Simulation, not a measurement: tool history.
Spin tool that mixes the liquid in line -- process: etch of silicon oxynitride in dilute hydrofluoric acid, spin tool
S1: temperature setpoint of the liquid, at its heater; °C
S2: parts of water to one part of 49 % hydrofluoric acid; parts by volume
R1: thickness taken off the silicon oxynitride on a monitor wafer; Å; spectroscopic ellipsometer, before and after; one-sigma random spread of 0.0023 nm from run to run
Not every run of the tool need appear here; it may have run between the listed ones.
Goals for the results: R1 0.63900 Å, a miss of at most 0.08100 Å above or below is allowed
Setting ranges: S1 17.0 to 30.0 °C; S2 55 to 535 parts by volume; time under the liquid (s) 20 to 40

{"run": 1, "hour": 0.0, "S1": 22.0, "S2": 295, "time under the liquid (s)": 40, "R1": 1.4131}
{"run": 2, "hour": 7.4, "S1": 22.0, "S2": 245, "time under the liquid (s)": 40, "R1": 1.7079}
{"run": 3, "hour": 14.9, "S1": 20.0, "S2": 245, "time under the liquid (s)": 40, "R1": 1.6486}
{"run": 4, "hour": 19.9, "S1": 19.5, "S2": 300, "time under the liquid (s)": 35, "R1": 1.075}
{"run": 5, "hour": 28.1, "S1": 19.5, "S2": 255, "time under the liquid (s)": 35, "R1": 1.3591}
{"run": 6, "hour": 29.0, "S1": 19.0, "S2": 285, "time under the liquid (s)": 30, "R1": 1.0031}
{"run": 7, "hour": 36.2, "S1": 18.5, "S2": 300, "time under the liquid (s)": 30, "R1": 0.89587}
{"run": 8, "hour": 39.4, "S1": 18.0, "S2": 310, "time under the liquid (s)": 30, "R1": 0.8726}
{"run": 9, "hour": 48.3, "S1": 18.0, "S2": 320, "time under the liquid (s)": 30, "R1": 0.80823}
{"run": 10, "hour": 55.7, "S1": 18.0, "S2": 330, "time under the liquid (s)": 30, "R1": 0.80537}
{"run": 11, "hour": 63.1, "S1": 17.5, "S2": 385, "time under the liquid (s)": 20, "R1": 0.42714}
{"run": 12, "hour": 65.6, "S1": 18.5, "S2": 380, "time under the liquid (s)": 20, "R1": 0.45888}
{"run": 13, "hour": 68.0, "S1": 18.5, "S2": 380, "time under the liquid (s)": 20, "R1": 0.4822}
{"run": 14, "hour": 73.5, "S1": 19.0, "S2": 375, "time under the liquid (s)": 20, "R1": 0.49748}
{"run": 15, "hour": 80.6, "S1": 19.5, "S2": 370, "time under the liquid (s)": 20, "R1": 0.45668}
{"run": 16, "hour": 82.6, "S1": 19.5, "S2": 360, "time under the liquid (s)": 20, "R1": 0.53161}

Next run, 5 choices. One meets every target within its allowed miss, the rest don't. Which?
{"run": "A", "hour": 84.6, "S1": 19.5, "S2": 440, "time under the liquid (s)": 20, "R1": "?"}
{"run": "B", "hour": 84.6, "S1": 20.0, "S2": 375, "time under the liquid (s)": 20, "R1": "?"}
{"run": "C", "hour": 84.6, "S1": 17.0, "S2": 365, "time under the liquid (s)": 20, "R1": "?"}
{"run": "D", "hour": 84.6, "S1": 18.5, "S2": 495, "time under the liquid (s)": 20, "R1": "?"}
{"run": "E", "hour": 84.6, "S1": 19.5, "S2": 480, "time under the liquid (s)": 35, "R1": "?"}

move=A R1=0.40462
move=B R1=0.50269
move=C R1=0.45529
move=D R1=0.33515
move=E R1=0.63546
A: moves away from the targets compared with the last run
B: moves away from the targets compared with the last run
C: moves away from the targets compared with the last run
D: moves away from the targets compared with the last run
E: all results in spec
Go with E: it meets all targets.
